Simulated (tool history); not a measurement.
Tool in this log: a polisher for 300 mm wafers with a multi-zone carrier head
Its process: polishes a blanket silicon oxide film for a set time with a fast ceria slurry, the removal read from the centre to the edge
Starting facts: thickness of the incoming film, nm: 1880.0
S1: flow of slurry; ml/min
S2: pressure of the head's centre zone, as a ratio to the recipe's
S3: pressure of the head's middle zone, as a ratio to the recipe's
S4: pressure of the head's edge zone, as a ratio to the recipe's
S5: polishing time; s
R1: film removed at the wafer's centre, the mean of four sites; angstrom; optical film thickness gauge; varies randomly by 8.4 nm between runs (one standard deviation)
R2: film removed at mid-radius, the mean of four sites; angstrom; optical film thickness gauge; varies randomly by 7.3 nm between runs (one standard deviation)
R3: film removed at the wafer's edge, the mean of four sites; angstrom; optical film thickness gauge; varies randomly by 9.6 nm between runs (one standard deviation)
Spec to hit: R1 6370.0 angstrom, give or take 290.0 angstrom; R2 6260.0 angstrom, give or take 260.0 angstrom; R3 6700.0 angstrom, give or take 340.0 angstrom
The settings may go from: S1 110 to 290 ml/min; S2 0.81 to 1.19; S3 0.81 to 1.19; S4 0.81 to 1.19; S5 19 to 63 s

run  hour   S1    S2    S3    S4  S5      R1      R2      R3
  1   0.0  185  1.00  1.00  1.00  41  8227.6  8049.5  7843.0
  2   5.7  185  0.92  1.00  1.00  41  7327.3  8171.5  7887.9
  3   9.8  180  0.92  0.97  0.99  40  7139.9  7719.1  7736.0
  4  15.4  180  0.95  0.97  0.99  40  7373.4  7663.3  7810.3
  5  17.2  180  0.96  0.96  0.98  38  7250.4  7260.7  7470.2
  6  19.5  180  0.96  0.91  0.98  38  7102.3  6840.0  7408.1
  7  22.6  180  0.96  0.91  0.97  37  6779.3  6748.3  7167.3
  8  27.1  180  0.96  0.90  0.96  37  6891.5  6664.0  6961.8
  9  35.5  175  0.95  0.89  0.96  37  6620.1  6525.6  7212.4
 10  38.2  175  0.95  0.89  0.95  37  6772.7  6629.6  6962.9
 11  43.8  170  0.95  0.88  0.95  37  6733.1  6461.2  7137.2
 12  51.1  170  0.95  0.88  0.95  37  6783.8  6730.7  7061.0
 13  56.1  170  0.95  0.87  0.95  37  6543.2  6528.1  6886.6
 14  57.0  170  0.95  0.86  0.95  37  6734.2  6505.0  7116.7

Which of these 4 next moves meets every target?
  A  57.9  185  0.99  1.00  0.88  36   ?   ?   ?
  B  57.9  165  0.92  0.86  0.91  36   ?   ?   ?
  C  57.9  170  0.97  0.86  0.93  37   ?   ?   ?
  D  57.9  210  0.99  0.86  0.93  39   ?   ?   ?

move      R1      R2      R3
   A  6883.0  7180.3  6767.7
   B  6266.1  6326.5  6769.0
   C  6828.2  6530.2  7031.2
   D  7594.4  7088.7  7574.5
A: moves away from the targets compared with the last run
B: each result inside its tolerance
C: moves away from the targets compared with the last run
D: moves away from the targets compared with the last run
Move B is the one to make.
